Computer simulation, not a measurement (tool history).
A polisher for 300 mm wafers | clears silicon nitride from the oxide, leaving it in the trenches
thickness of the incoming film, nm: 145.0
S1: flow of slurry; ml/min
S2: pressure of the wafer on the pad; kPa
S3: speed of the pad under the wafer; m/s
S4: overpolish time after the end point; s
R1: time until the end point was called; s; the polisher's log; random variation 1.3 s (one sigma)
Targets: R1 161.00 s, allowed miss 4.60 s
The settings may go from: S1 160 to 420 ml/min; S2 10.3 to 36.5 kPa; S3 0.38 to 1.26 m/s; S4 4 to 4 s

run	hour	S1	S2	S3	S4	R1
1	0.0	270	23.4	0.82	4	142.19
2	2.9	270	22.8	0.82	4	147.00
3	11.1	270	19.3	0.82	4	170.42
4	12.0	270	24.1	0.82	4	136.62
5	12.8	270	23.4	0.82	4	143.80
6	17.7	270	22.8	0.82	4	146.86
7	20.2	270	22.1	0.82	4	149.63
8	25.3	270	21.4	0.82	4	152.21
9	27.4	260	20.0	0.82	4	167.24
10	28.9	265	20.0	0.82	4	166.72

Which of these 4 next moves meets every target?
A	30.4	285	18.6	0.82	4	?
B	30.4	205	18.6	0.86	4	?
C	30.4	245	19.3	0.82	4	?
D	30.4	290	20.0	0.84	4	?

move	R1
A	173.81
B	170.37
C	169.80
D	158.34
A: further off than the last run
B: further off than the last run
C: further off than the last run
D: meets every target
Answer: D

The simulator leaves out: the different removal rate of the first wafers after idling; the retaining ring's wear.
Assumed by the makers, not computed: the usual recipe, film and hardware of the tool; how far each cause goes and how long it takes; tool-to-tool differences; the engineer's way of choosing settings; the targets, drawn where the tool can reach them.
